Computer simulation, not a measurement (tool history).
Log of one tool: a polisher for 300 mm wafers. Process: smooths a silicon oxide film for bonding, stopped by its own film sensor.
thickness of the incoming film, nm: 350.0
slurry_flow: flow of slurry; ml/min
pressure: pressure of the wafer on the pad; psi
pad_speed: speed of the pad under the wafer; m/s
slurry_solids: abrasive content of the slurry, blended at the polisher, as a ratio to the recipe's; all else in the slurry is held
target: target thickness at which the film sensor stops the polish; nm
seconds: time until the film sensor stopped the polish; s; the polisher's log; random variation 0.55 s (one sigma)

| run | hour | slurry_flow | pressure | pad_speed | slurry_solids | target | seconds |
|---|---|---|---|---|---|---|---|
| 1 | 0.0 | 225 | 2.7 | 0.68 | 1.0 | 309 | 64.303 |
| 2 | 5.6 | 225 | 2.8 | 0.68 | 1.0 | 309 | 62.844 |
| 3 | 8.3 | 225 | 2.8 | 0.68 | 0.8 | 309 | 70.488 |
| 4 | 14.6 | 225 | 2.3 | 0.68 | 0.8 | 309 | 83.031 |
| 5 | 19.7 | 225 | 2.5 | 0.68 | 0.8 | 309 | 78.071 |
| 6 | 27.6 | 225 | 2.7 | 0.68 | 0.8 | 309 | 73.110 |
| 7 | 31.2 | 225 | 2.9 | 0.68 | 0.8 | 309 | 70.329 |
| 8 | 32.9 | 225 | 3.1 | 0.68 | 0.8 | 309 | 64.332 |
| 9 | 40.7 | 225 | 3.2 | 0.68 | 0.8 | 309 | 62.419 |

Run 10 comes next. What will it give?
| 10 | 47.0 | 225 | 3.3 | 0.68 | 0.8 | 309 | ? |

Run 10 gave seconds 62.197 s.
